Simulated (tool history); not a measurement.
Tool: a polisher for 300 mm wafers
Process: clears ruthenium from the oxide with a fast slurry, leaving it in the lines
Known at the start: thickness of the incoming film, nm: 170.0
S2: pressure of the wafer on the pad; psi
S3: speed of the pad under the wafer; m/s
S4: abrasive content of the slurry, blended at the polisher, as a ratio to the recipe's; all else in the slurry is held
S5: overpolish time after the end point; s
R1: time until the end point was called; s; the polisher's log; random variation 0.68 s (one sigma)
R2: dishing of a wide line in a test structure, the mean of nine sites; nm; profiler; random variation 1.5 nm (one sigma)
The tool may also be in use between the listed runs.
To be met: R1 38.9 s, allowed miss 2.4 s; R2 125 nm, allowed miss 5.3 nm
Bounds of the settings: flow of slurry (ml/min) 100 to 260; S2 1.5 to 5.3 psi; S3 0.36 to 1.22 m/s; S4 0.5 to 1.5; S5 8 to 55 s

Run 1, day 0: flow of slurry (ml/min) 165, S2 3.4 psi, S3 0.78 m/s, S4 1, S5 28 s. Result: R1 41.134 s, R2 81.388 nm.
Run 2, day 0.092: flow of slurry (ml/min) 165, S2 3.4 psi, S3 0.78 m/s, S4 1, S5 40 s. Result: R1 42.645 s, R2 105.8 nm.
Run 3, day 0.25: flow of slurry (ml/min) 165, S2 3.5 psi, S3 0.78 m/s, S4 1, S5 41 s. Result: R1 41.428 s, R2 108.98 nm.
Run 4, day 0.442: flow of slurry (ml/min) 165, S2 3.6 psi, S3 0.78 m/s, S4 1, S5 42 s. Result: R1 40.533 s, R2 111.6 nm.
Run 5, day 0.567: flow of slurry (ml/min) 165, S2 3.6 psi, S3 0.78 m/s, S4 0.9, S5 42 s. Result: R1 43.122 s, R2 108.12 nm.
Run 6, day 0.733: flow of slurry (ml/min) 165, S2 3.6 psi, S3 0.78 m/s, S4 0.8, S5 42 s. Result: R1 47.618 s, R2 100.28 nm.
Run 7, day 1.021: flow of slurry (ml/min) 165, S2 3.8 psi, S3 0.78 m/s, S4 0.8, S5 43 s. Result: R1 46.593 s, R2 103.74 nm.
Run 8, day 1.312: flow of slurry (ml/min) 165, S2 4 psi, S3 0.78 m/s, S4 0.8, S5 44 s. Result: R1 44.623 s, R2 108.46 nm.
Run 9, day 1.638: flow of slurry (ml/min) 165, S2 4.1 psi, S3 0.78 m/s, S4 0.8, S5 45 s. Result: R1 43.096 s, R2 112.51 nm.
Run 10, day 1.692: flow of slurry (ml/min) 165, S2 4.2 psi, S3 0.78 m/s, S4 0.8, S5 46 s. Result: R1 42.567 s, R2 117.9 nm.
Run 11, day 1.854: flow of slurry (ml/min) 165, S2 4.3 psi, S3 0.78 m/s, S4 0.8, S5 46 s. Result: R1 42.641 s, R2 116.22 nm.
Run 12, day 1.908: flow of slurry (ml/min) 165, S2 4.4 psi, S3 0.78 m/s, S4 0.8, S5 46 s. Result: R1 41.222 s, R2 118.85 nm.

Which of these 4 next moves meets every target?
Run A, day 1.962: flow of slurry (ml/min) 185, S2 4.3 psi, S3 0.84 m/s, S4 0.7, S5 52 s. Result: R1 ?, R2 ?.
Run B, day 1.962: flow of slurry (ml/min) 170, S2 4.1 psi, S3 0.78 m/s, S4 0.9, S5 41 s. Result: R1 ?, R2 ?.
Run C, day 1.962: flow of slurry (ml/min) 150, S2 4.2 psi, S3 0.86 m/s, S4 0.85, S5 39 s. Result: R1 ?, R2 ?.
Run D, day 1.962: flow of slurry (ml/min) 190, S2 4.5 psi, S3 0.84 m/s, S4 0.75, S5 47 s. Result: R1 ?, R2 ?.

move      R1      R2
   A  43.963   121.2
   B  39.954  109.83
   C  38.359   109.1
   D  39.872  120.92
A: brings the result that was furthest off to its target, and leaves another outside
B: further off than the last run
C: further off than the last run
D: meets every target
Answer: D

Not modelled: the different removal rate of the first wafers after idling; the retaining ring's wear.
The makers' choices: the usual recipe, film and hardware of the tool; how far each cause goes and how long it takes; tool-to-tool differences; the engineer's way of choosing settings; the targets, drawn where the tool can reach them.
